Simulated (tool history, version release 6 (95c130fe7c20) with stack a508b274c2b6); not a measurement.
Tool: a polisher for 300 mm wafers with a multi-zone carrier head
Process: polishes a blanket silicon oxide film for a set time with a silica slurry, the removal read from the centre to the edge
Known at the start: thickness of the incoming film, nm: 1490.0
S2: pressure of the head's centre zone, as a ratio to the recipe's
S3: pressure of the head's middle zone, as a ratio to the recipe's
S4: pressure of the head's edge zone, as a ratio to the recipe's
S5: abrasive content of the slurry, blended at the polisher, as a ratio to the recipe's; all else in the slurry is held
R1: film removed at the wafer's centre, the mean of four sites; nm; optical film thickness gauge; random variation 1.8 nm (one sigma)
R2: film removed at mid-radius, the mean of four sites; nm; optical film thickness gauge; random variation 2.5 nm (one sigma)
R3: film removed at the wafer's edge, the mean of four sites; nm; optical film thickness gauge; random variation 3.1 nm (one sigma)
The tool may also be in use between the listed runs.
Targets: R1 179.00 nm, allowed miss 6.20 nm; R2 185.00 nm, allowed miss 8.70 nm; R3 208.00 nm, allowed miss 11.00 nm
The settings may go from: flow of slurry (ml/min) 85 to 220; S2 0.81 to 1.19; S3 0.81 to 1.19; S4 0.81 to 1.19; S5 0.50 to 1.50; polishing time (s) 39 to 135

run 1 hour=0.0 | flow_of_slurry_(ml/min)=140 S2=1.00 S3=1.00 S4=1.00 S5=1.00 polishing_time_(s)=87 | R1=260.34 R2=254.44 R3=253.37
run 2 hour=6.9 | flow_of_slurry_(ml/min)=130 S2=0.95 S3=0.96 S4=0.99 S5=0.90 polishing_time_(s)=87 | R1=235.08 R2=234.32 R3=238.71
run 3 hour=13.7 | flow_of_slurry_(ml/min)=130 S2=0.95 S3=1.00 S4=0.99 S5=0.90 polishing_time_(s)=87 | R1=231.07 R2=249.41 R3=244.47
run 4 hour=18.0 | flow_of_slurry_(ml/min)=130 S2=0.95 S3=1.00 S4=0.99 S5=1.00 polishing_time_(s)=87 | R1=247.22 R2=255.99 R3=256.10
run 5 hour=21.7 | flow_of_slurry_(ml/min)=130 S2=0.95 S3=0.95 S4=0.99 S5=1.00 polishing_time_(s)=87 | R1=246.79 R2=245.03 R3=255.09
run 6 hour=29.8 | flow_of_slurry_(ml/min)=130 S2=0.99 S3=0.95 S4=0.99 S5=1.00 polishing_time_(s)=87 | R1=254.22 R2=243.73 R3=253.03
run 7 hour=31.8 | flow_of_slurry_(ml/min)=120 S2=0.95 S3=0.92 S4=1.00 S5=0.90 polishing_time_(s)=86 | R1=225.36 R2=224.99 R3=246.13
run 8 hour=36.7 | flow_of_slurry_(ml/min)=120 S2=0.93 S3=0.90 S4=0.98 S5=0.80 polishing_time_(s)=85 | R1=208.62 R2=207.26 R3=220.54
run 9 hour=42.0 | flow_of_slurry_(ml/min)=115 S2=0.91 S3=0.88 S4=0.98 S5=0.75 polishing_time_(s)=85 | R1=195.63 R2=196.06 R3=210.69
run 10 hour=43.3 | flow_of_slurry_(ml/min)=110 S2=0.90 S3=0.87 S4=0.98 S5=0.75 polishing_time_(s)=85 | R1=193.01 R2=189.04 R3=217.94
run 11 hour=49.3 | flow_of_slurry_(ml/min)=105 S2=0.89 S3=0.88 S4=0.97 S5=0.75 polishing_time_(s)=85 | R1=189.77 R2=191.55 R3=211.13

4 next moves are on the table. One of them brings every result within its allowed miss. Which?
run A hour=55.3 | flow_of_slurry_(ml/min)=115 S2=0.86 S3=0.87 S4=0.99 S5=0.75 polishing_time_(s)=82 | R1=? R2=? R3=?
run B hour=55.3 | flow_of_slurry_(ml/min)=110 S2=0.81 S3=0.91 S4=0.93 S5=1.00 polishing_time_(s)=76 | R1=? R2=? R3=?
run C hour=55.3 | flow_of_slurry_(ml/min)=110 S2=0.87 S3=1.03 S4=0.88 S5=0.55 polishing_time_(s)=94 | R1=? R2=? R3=?
run D hour=55.3 | flow_of_slurry_(ml/min)=115 S2=0.94 S3=0.93 S4=0.92 S5=0.75 polishing_time_(s)=88 | R1=? R2=? R3=?

move=A R1=178.87 R2=186.68 R3=208.60
move=B R1=177.39 R2=203.04 R3=214.18
move=C R1=174.43 R2=204.03 R3=191.64
move=D R1=209.40 R2=210.27 R3=216.86
A: meets every target
B: brings the result that was furthest off to its target, and leaves another outside
C: brings the result that was furthest off to its target, and leaves another outside
D: further off than the last run
The right move is A.

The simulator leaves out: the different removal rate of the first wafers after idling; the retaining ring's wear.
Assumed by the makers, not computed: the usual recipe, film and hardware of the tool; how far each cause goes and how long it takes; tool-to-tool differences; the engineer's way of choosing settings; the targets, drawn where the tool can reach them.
